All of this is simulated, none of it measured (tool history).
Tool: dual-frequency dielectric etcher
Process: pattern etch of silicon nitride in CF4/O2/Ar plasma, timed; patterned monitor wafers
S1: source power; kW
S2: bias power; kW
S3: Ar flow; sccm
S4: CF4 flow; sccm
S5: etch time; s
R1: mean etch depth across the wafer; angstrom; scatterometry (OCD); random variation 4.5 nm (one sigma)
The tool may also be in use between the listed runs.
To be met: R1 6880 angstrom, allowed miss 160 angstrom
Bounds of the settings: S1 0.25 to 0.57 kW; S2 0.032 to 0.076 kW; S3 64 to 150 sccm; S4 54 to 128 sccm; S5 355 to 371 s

{"run": 1, "hour": 0.0, "S1": 0.41, "S2": 0.054, "S3": 107, "S4": 91, "S5": 355, "R1": 6163.3}
{"run": 2, "hour": 8.8, "S1": 0.42, "S2": 0.054, "S3": 107, "S4": 91, "S5": 355, "R1": 6219.3}
{"run": 3, "hour": 13.6, "S1": 0.43, "S2": 0.054, "S3": 107, "S4": 91, "S5": 355, "R1": 6306.2}
{"run": 4, "hour": 14.5, "S1": 0.43, "S2": 0.054, "S3": 107, "S4": 91, "S5": 355, "R1": 6353.9}
{"hour": 16.8, "done": "wet clean of the chamber"}
{"run": 5, "hour": 16.8, "S1": 0.43, "S2": 0.054, "S3": 126, "S4": 91, "S5": 355, "R1": 5938.6}
{"run": 6, "hour": 25.0, "S1": 0.43, "S2": 0.054, "S3": 138, "S4": 91, "S5": 355, "R1": 5911}
{"run": 7, "hour": 31.8, "S1": 0.44, "S2": 0.054, "S3": 138, "S4": 91, "S5": 355, "R1": 5968.8}
{"run": 8, "hour": 39.3, "S1": 0.44, "S2": 0.054, "S3": 138, "S4": 91, "S5": 355, "R1": 6022.1}
{"run": 9, "hour": 40.3, "S1": 0.44, "S2": 0.054, "S3": 138, "S4": 91, "S5": 355, "R1": 5945.9}

4 next moves are on the table. One of them brings every result within its allowed miss. Which?
{"run": "A", "hour": 41.3, "S1": 0.44, "S2": 0.057, "S3": 107, "S4": 92, "S5": 360.5, "R1": "?"}
{"run": "B", "hour": 41.3, "S1": 0.57, "S2": 0.05, "S3": 113, "S4": 89, "S5": 355, "R1": "?"}
{"run": "C", "hour": 41.3, "S1": 0.53, "S2": 0.055, "S3": 133, "S4": 108, "S5": 358.5, "R1": "?"}
{"run": "D", "hour": 41.3, "S1": 0.55, "S2": 0.042, "S3": 141, "S4": 90, "S5": 371, "R1": "?"}

move=A R1=6452.8
move=B R1=7377
move=C R1=7166
move=D R1=6885.5
A: nearer than the last run, and not there yet
B: takes the result that was furthest off past its target
C: takes the result that was furthest off past its target
D: meets every target
Answer: D

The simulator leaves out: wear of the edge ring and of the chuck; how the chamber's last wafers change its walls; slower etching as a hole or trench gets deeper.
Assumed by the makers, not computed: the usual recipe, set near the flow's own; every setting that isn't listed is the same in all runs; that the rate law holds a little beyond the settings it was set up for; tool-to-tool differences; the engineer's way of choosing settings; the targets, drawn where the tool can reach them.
